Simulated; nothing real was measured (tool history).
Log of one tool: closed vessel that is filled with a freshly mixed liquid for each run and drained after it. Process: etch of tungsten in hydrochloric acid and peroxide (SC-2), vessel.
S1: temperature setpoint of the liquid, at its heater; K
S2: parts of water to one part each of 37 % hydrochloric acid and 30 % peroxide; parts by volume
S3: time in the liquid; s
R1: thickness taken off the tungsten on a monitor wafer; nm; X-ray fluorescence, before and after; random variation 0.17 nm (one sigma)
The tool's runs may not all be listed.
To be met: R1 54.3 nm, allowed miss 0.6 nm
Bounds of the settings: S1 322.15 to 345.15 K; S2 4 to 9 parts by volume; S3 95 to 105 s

{"run": 1, "hour": 0.0, "S1": 338.15, "S2": 5, "S3": 95, "R1": 84.229}
{"run": 2, "hour": 3.8, "S1": 338.15, "S2": 6.5, "S3": 95, "R1": 69.544}
{"run": 3, "hour": 7.5, "S1": 338.15, "S2": 6.5, "S3": 105, "R1": 77.1}
{"run": 4, "hour": 11.4, "S1": 337.65, "S2": 6.5, "S3": 105, "R1": 74.737}
{"run": 5, "hour": 15.8, "S1": 337.15, "S2": 6.5, "S3": 105, "R1": 72.411}
{"run": 6, "hour": 18.8, "S1": 336.65, "S2": 6.5, "S3": 105, "R1": 70.128}
{"run": 7, "hour": 19.7, "S1": 336.15, "S2": 6.5, "S3": 105, "R1": 67.848}
{"run": 8, "hour": 22.4, "S1": 335.65, "S2": 6.5, "S3": 105, "R1": 66.184}
{"run": 9, "hour": 28.2, "S1": 335.15, "S2": 6.5, "S3": 105, "R1": 64.258}
{"run": 10, "hour": 29.2, "S1": 334.65, "S2": 6.5, "S3": 105, "R1": 62.063}
{"run": 11, "hour": 34.6, "S1": 334.15, "S2": 6.5, "S3": 105, "R1": 60.295}
{"run": 12, "hour": 40.9, "S1": 333.15, "S2": 6.5, "S3": 105, "R1": 56.54}

4 next moves are on the table. One of them brings every result within its allowed miss. Which?
{"run": "A", "hour": 47.2, "S1": 331.15, "S2": 6, "S3": 105, "R1": "?"}
{"run": "B", "hour": 47.2, "S1": 332.15, "S2": 6.5, "S3": 105, "R1": "?"}
{"run": "C", "hour": 47.2, "S1": 331.65, "S2": 6, "S3": 105, "R1": "?"}
{"run": "D", "hour": 47.2, "S1": 334.65, "S2": 7, "S3": 100, "R1": "?"}

move=A R1=52.542
move=B R1=52.683
move=C R1=54.234
move=D R1=55.42
A: takes the result that was furthest off past its target
B: takes the result that was furthest off past its target
C: meets every target
D: nearer than the last run, and not there yet
Move C is the one to make.
